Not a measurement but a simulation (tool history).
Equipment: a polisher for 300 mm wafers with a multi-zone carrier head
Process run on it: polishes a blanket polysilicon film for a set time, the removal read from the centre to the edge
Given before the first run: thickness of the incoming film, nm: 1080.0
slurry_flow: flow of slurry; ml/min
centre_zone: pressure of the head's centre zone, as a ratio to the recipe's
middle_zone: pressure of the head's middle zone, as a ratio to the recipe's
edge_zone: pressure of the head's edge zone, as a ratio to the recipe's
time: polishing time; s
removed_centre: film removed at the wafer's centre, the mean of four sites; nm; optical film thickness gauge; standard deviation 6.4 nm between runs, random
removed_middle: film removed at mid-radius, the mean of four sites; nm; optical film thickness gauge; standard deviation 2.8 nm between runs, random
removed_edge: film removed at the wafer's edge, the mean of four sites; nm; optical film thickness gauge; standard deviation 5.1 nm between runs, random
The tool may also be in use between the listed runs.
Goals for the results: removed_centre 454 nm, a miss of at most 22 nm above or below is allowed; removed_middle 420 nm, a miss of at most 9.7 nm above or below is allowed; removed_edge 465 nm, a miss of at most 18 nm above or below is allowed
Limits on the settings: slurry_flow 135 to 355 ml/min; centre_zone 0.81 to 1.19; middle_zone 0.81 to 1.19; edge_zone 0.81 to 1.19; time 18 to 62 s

run,hour,slurry_flow,centre_zone,middle_zone,edge_zone,time,removed_centre,removed_middle,removed_edge
1,0,225,1,1,1,40,327.34,326.29,321.18
2,1.6,225,1,1,0.95,40,325.79,322.2,316.86
3,9.2,225,0.92,1,0.95,40,299.64,324.82,312.25
4,12.7,225,0.95,0.98,1.01,44,343.59,349.12,358.19
5,14.1,230,0.97,0.98,1.05,46,368.75,368.79,385.4
6,18.7,230,0.97,0.98,0.97,46,358.47,367.51,367.33
7,27.5,235,0.99,0.98,1.03,47,382.85,375.93,391.39
8,32.9,245,1.01,0.99,1.07,48,395.85,391.81,401.6
9,37,235,1.02,0.98,1.09,50,411.06,402.8,428.58
10,40.1,245,1.04,0.97,1.11,51,433.27,401.15,435.39

Exactly one of the 4 candidate moves below puts every result within its allowed miss. Which one?
A,43.2,275,1.19,1.04,1.03,48,?,?,?
B,43.2,230,1.09,0.97,1.11,49,?,?,?
C,43.2,310,1.02,0.92,1.11,53,?,?,?
D,43.2,295,1.14,1.14,1.03,45,?,?,?

move,removed_centre,removed_middle,removed_edge
A,477.18,403.65,397.48
B,436.82,385.29,415.8
C,456.3,413.72,459.99
D,431.8,407.21,374.07
A: moves away from the targets compared with the last run
B: moves away from the targets compared with the last run
C: meets every target
D: moves away from the targets compared with the last run
Move C is the one to make.

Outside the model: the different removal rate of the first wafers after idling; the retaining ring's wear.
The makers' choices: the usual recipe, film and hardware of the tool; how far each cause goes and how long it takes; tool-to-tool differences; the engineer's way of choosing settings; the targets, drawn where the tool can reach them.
